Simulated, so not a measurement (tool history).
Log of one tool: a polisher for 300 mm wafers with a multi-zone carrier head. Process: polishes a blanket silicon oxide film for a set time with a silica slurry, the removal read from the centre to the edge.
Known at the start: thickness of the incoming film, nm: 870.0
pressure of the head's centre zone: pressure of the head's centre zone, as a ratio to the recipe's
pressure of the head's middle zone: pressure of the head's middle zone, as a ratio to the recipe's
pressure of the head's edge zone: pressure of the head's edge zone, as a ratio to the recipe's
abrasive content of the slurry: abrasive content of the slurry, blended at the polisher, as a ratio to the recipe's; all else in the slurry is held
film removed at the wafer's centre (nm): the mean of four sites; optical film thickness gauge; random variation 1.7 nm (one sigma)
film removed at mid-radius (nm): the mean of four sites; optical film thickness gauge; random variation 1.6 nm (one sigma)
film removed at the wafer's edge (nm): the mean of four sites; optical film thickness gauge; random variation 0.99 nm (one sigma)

| run | day | flow of slurry (ml/min) | pressure of the head's centre zone | pressure of the head's middle zone | pressure of the head's edge zone | abrasive content of the slurry | polishing time (s) | film removed at the wafer's centre (nm) | film removed at mid-radius (nm) | film removed at the wafer's edge (nm) |
|---|---|---|---|---|---|---|---|---|---|---|
| 1 | 0 | 160 | 1 | 1 | 1 | 1 | 40 | 117.19 | 119.45 | 119.71 |
| 2 | 0.075 | 160 | 1 | 1 | 1.04 | 1 | 40 | 119.14 | 121.98 | 120.34 |
| 3 | 0.3 | 170 | 0.95 | 0.97 | 1.07 | 1.1 | 40 | 114.57 | 126 | 128.19 |
| 4 | 0.404 | 170 | 0.95 | 0.9 | 1.07 | 1.1 | 40 | 114.71 | 115.05 | 128.66 |
| 5 | 0.642 | 170 | 1.02 | 0.9 | 1.07 | 1.1 | 40 | 128.49 | 115.68 | 127.17 |
| 6 | 0.696 | 180 | 0.99 | 0.91 | 1.1 | 1.15 | 40 | 125.66 | 121.74 | 135.25 |
| 7 | 0.729 | 195 | 0.98 | 0.93 | 1.12 | 1.15 | 40 | 128.28 | 122.33 | 138.73 |
| 8 | 0.875 | 195 | 0.98 | 0.93 | 1.12 | 1.15 | 40 | 128.78 | 122.41 | 135.79 |

For run 9, what comes out?
| 9 | 0.904 | 195 | 0.96 | 0.95 | 1.14 | 1.2 | 40 | ? | ? | ? |

film removed at the wafer's centre (nm): 126.61
film removed at mid-radius (nm): 127.5
film removed at the wafer's edge (nm): 140.91
